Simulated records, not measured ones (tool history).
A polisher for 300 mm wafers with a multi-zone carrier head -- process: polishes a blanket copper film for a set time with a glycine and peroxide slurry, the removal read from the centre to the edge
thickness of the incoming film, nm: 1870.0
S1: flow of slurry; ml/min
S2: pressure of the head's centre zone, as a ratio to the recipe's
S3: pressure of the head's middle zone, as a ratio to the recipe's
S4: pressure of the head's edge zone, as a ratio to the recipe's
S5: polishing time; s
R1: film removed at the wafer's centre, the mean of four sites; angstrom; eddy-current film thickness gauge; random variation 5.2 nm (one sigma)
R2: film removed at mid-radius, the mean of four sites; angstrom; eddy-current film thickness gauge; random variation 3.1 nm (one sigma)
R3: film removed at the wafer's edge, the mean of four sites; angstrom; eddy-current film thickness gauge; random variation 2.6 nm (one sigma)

run 1 hour=0 | S1=255 S2=1 S3=1 S4=1 S5=35 | R1=2546.2 R2=2504.4 R3=2671.4
run 2 hour=5.1 | S1=260 S2=1.03 S3=1.01 S4=1.02 S5=36 | R1=2769.2 R2=2598.9 R3=2784.5
run 3 hour=12.2 | S1=265 S2=1.04 S3=1.02 S4=1.04 S5=36 | R1=2766.1 R2=2601.1 R3=2815.4
run 4 hour=19.2 | S1=270 S2=1.06 S3=1.03 S4=1.05 S5=36 | R1=2832.6 R2=2709.8 R3=2811.8
run 5 hour=25.6 | S1=275 S2=1.08 S3=1.02 S4=1.06 S5=36 | R1=2885.5 R2=2643.7 R3=2867.5
run 6 hour=30.5 | S1=280 S2=1.1 S3=1.03 S4=1.07 S5=36 | R1=2921.3 R2=2730.3 R3=2806
run 7 hour=37.7 | S1=280 S2=1.11 S3=1.02 S4=1.08 S5=37 | R1=3052.5 R2=2716.8 R3=2933.4

Run 8 comes next. What will it give?
run 8 hour=43 | S1=285 S2=1.12 S3=1.02 S4=1.09 S5=37 | R1=? R2=? R3=?

R1: 3085.4 angstrom
R2: 2729.9 angstrom
R3: 2974.3 angstrom
